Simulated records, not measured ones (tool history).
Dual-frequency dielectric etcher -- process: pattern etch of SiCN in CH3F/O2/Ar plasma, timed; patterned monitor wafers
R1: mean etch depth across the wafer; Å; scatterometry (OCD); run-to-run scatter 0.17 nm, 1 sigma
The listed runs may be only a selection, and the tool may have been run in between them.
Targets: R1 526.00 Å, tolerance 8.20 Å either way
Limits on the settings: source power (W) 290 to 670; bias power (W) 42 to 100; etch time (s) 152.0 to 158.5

run 1 hour=0.0 | source_power_(W)=480 bias_power_(W)=71 etch_time_(s)=152.0 | R1=575.60
run 2 hour=0.9 | source_power_(W)=430 bias_power_(W)=71 etch_time_(s)=152.0 | R1=558.18
run 3 hour=3.6 | source_power_(W)=500 bias_power_(W)=71 etch_time_(s)=152.0 | R1=583.13
run 4 hour=7.8 | source_power_(W)=500 bias_power_(W)=71 etch_time_(s)=158.5 | R1=606.86
run 5 hour=14.3 | source_power_(W)=470 bias_power_(W)=69 etch_time_(s)=158.5 | R1=591.33
run 6 hour=16.5 | source_power_(W)=470 bias_power_(W)=69 etch_time_(s)=152.0 | R1=566.07
run 7 hour=19.9 | source_power_(W)=450 bias_power_(W)=68 etch_time_(s)=152.0 | R1=556.79
run 8 hour=27.1 | source_power_(W)=430 bias_power_(W)=67 etch_time_(s)=152.0 | R1=544.36
run 9 hour=30.3 | source_power_(W)=420 bias_power_(W)=67 etch_time_(s)=152.0 | R1=540.06
run 10 hour=36.0 | source_power_(W)=410 bias_power_(W)=67 etch_time_(s)=152.0 | R1=538.93
run 11 hour=38.4 | source_power_(W)=400 bias_power_(W)=67 etch_time_(s)=152.0 | R1=538.09

Of the 4 settings listed for the next run, only one would bring every result within its allowed miss of target. Which one?
run A hour=40.8 | source_power_(W)=480 bias_power_(W)=59 etch_time_(s)=154.5 | R1=?
run B hour=40.8 | source_power_(W)=320 bias_power_(W)=71 etch_time_(s)=155.5 | R1=?
run C hour=40.8 | source_power_(W)=360 bias_power_(W)=69 etch_time_(s)=155.5 | R1=?
run D hour=40.8 | source_power_(W)=430 bias_power_(W)=68 etch_time_(s)=153.0 | R1=?

move=A R1=555.83
move=B R1=527.80
move=C R1=540.07
move=D R1=556.41
A: further off than the last run
B: each result inside its tolerance
C: further off than the last run
D: further off than the last run
Answer: B
